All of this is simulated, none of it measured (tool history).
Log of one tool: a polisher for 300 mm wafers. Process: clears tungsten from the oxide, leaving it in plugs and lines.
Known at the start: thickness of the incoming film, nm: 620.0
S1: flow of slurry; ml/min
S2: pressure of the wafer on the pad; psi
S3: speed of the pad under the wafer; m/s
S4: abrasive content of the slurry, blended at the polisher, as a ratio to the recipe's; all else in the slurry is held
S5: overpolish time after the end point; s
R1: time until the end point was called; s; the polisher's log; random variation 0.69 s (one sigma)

| run | hour | S1 | S2 | S3 | S4 | S5 | R1 |
|---|---|---|---|---|---|---|---|
| 1 | 0 | 215 | 3.2 | 1.22 | 1 | 29 | 116.28 |
| 2 | 3.9 | 215 | 3.5 | 1.24 | 1 | 29 | 104.75 |
| 3 | 7.1 | 215 | 3.5 | 1.24 | 0.9 | 29 | 106.37 |
| 4 | 11.5 | 215 | 3.5 | 1.24 | 0.9 | 29 | 107.59 |
| 5 | 18.8 | 215 | 3.7 | 1.26 | 0.9 | 29 | 100.86 |
| 6 | 26.2 | 215 | 3.7 | 1.38 | 0.9 | 29 | 92.972 |
| 7 | 33 | 215 | 3.9 | 1.4 | 0.9 | 29 | 88.924 |

The next listed run, before its measurement:
|  | 39.6 | worn pad replaced by a new one |
| 8 | 39.6 | 215 | 4.1 | 1.42 | 0.9 | 29 | ? |

{"run 8": {"R1": 74.292}}
